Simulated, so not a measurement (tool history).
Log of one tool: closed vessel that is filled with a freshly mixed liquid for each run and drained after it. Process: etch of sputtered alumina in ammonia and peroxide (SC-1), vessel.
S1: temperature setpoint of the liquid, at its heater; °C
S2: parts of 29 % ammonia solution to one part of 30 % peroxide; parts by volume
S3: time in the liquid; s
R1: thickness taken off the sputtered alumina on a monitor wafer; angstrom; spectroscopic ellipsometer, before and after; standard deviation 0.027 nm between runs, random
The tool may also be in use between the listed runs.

| run | hour | S1 | S2 | S3 | R1 |
|---|---|---|---|---|---|
| 1 | 0.0 | 63.0 | 0.85 | 30 | 45.644 |
| 2 | 7.0 | 63.0 | 0.85 | 30 | 46.688 |
| 3 | 12.2 | 63.0 | 1.00 | 30 | 47.280 |
| 4 | 20.2 | 61.5 | 1.00 | 30 | 43.422 |
| 5 | 23.0 | 60.0 | 1.00 | 30 | 39.900 |
| 6 | 30.0 | 59.0 | 1.00 | 30 | 37.553 |
| 7 | 37.6 | 58.0 | 1.00 | 30 | 36.666 |
| 8 | 45.7 | 57.0 | 1.00 | 30 | 34.503 |
| 9 | 50.1 | 56.5 | 1.00 | 30 | 32.846 |

What does the tool deliver on the next run?
| 10 | 57.9 | 56.0 | 1.00 | 30 | ? |

For run 10 the tool returned R1 32.223 angstrom.
